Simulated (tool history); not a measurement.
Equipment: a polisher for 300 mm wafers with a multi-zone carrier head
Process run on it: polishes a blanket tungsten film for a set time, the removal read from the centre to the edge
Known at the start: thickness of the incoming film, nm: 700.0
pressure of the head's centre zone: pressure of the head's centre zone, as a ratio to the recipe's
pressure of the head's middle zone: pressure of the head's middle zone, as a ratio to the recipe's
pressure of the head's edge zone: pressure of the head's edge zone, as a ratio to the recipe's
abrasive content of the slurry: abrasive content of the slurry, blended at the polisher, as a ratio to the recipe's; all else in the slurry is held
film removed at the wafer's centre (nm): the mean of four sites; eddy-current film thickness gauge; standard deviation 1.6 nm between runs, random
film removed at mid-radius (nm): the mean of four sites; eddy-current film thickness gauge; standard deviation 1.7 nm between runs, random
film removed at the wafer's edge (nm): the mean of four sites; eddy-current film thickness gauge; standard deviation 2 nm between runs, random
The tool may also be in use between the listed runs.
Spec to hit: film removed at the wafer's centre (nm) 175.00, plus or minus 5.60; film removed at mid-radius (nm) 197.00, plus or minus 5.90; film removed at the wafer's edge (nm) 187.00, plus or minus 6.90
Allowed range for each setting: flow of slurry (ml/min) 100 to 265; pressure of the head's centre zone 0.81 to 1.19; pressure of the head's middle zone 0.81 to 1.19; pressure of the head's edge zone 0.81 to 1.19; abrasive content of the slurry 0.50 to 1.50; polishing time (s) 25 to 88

run	hour	flow of slurry (ml/min)	pressure of the head's centre zone	pressure of the head's middle zone	pressure of the head's edge zone	abrasive content of the slurry	polishing time (s)	film removed at the wafer's centre (nm)	film removed at mid-radius (nm)	film removed at the wafer's edge (nm)
1	0.0	170	1.00	1.00	1.00	1.00	56	292.56	286.67	278.98
2	7.1	160	0.95	0.99	0.96	0.85	53	252.06	258.01	253.62
3	9.3	160	0.95	0.92	0.96	0.85	53	257.65	243.90	257.33
4	17.3	155	0.93	0.95	0.93	0.75	50	223.65	226.45	227.88
5	21.9	155	0.93	0.95	0.93	0.75	63	286.73	281.85	287.83
6	25.6	155	0.99	0.95	0.93	0.75	63	300.60	286.57	283.24
7	30.7	145	0.96	0.96	0.91	0.70	58	257.80	253.73	258.71
8	38.1	155	0.94	0.97	0.89	0.65	53	230.61	234.76	223.14
9	39.4	150	0.91	0.97	0.88	0.60	51	209.86	213.47	211.19
10	41.5	145	0.89	0.99	0.86	0.55	50	195.95	210.13	200.66
11	46.5	140	0.88	0.99	0.85	0.55	50	192.86	206.91	198.13
12	52.6	135	0.87	1.00	0.84	0.55	50	191.46	210.79	195.18
13	56.2	130	0.85	0.99	0.83	0.55	50	184.51	206.71	193.43
14	58.8	125	0.84	0.98	0.82	0.55	50	180.98	203.44	195.59

5 next moves are on the table. One of them brings every result within its allowed miss. Which?
A	61.4	125	0.87	1.02	0.81	0.60	49	?	?	?
B	61.4	150	0.85	1.00	0.88	0.55	46	?	?	?
C	61.4	125	0.81	0.90	0.92	0.50	53	?	?	?
D	61.4	105	0.81	0.88	0.89	0.50	55	?	?	?
E	61.4	155	0.87	1.12	0.81	0.65	44	?	?	?

move	film removed at the wafer's centre (nm)	film removed at mid-radius (nm)	film removed at the wafer's edge (nm)
A	190.51	206.70	192.99
B	177.12	191.86	185.12
C	184.06	191.55	205.46
D	183.83	188.95	206.03
E	182.85	212.51	182.12
A: brings the last run's worst result on target, with another outside its allowed miss
B: every result within its allowed miss
C: misses by more than the last run did
D: misses by more than the last run did
E: brings the last run's worst result on target, with another outside its allowed miss
The right move is B.

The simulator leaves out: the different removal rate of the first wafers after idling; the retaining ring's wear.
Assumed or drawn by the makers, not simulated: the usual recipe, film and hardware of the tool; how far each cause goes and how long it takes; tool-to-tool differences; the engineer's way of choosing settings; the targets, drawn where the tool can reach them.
